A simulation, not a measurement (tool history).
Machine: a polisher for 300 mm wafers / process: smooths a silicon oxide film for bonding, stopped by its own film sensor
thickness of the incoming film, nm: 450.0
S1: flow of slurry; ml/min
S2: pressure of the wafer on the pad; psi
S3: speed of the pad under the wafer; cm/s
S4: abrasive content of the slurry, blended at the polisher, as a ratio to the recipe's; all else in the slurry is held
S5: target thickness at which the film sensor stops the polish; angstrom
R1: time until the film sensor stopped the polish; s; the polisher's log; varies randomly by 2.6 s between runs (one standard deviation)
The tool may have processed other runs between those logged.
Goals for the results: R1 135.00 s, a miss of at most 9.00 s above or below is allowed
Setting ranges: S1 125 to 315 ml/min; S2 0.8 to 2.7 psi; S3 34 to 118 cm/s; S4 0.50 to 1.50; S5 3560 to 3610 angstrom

run 1 hour=0.0 | S1=205 S2=1.7 S3=76 S4=1.00 S5=3610 | R1=169.68
run 2 hour=1.6 | S1=205 S2=1.7 S3=76 S4=1.15 S5=3610 | R1=160.25
run 3 hour=5.9 | S1=205 S2=1.7 S3=58 S4=1.15 S5=3610 | R1=185.92
run 4 hour=12.3 | S1=205 S2=1.7 S3=58 S4=1.05 S5=3610 | R1=195.06
run 5 hour=15.5 | S1=205 S2=1.8 S3=58 S4=1.05 S5=3610 | R1=183.64
run 6 hour=19.4 | S1=205 S2=1.8 S3=58 S4=1.05 S5=3610 | R1=179.53
run 7 hour=28.0 | S1=205 S2=1.9 S3=58 S4=1.05 S5=3610 | R1=168.69
run 8 hour=30.5 | S1=205 S2=2.0 S3=58 S4=1.05 S5=3610 | R1=161.86
run 9 hour=38.9 | S1=205 S2=2.2 S3=60 S4=1.05 S5=3610 | R1=141.79

Exactly one of the 4 candidate moves below puts every result within its allowed miss. Which one?
run A hour=47.3 | S1=215 S2=2.7 S3=64 S4=0.70 S5=3610 | R1=?
run B hour=47.3 | S1=160 S2=2.2 S3=76 S4=0.90 S5=3610 | R1=?
run C hour=47.3 | S1=210 S2=2.3 S3=62 S4=1.05 S5=3610 | R1=?
run D hour=47.3 | S1=210 S2=2.2 S3=70 S4=0.95 S5=3570 | R1=?

move=A R1=152.51
move=B R1=146.06
move=C R1=135.57
move=D R1=148.78
A: misses by more than the last run did
B: misses by more than the last run did
C: every result within its allowed miss
D: misses by more than the last run did
The right move is C.
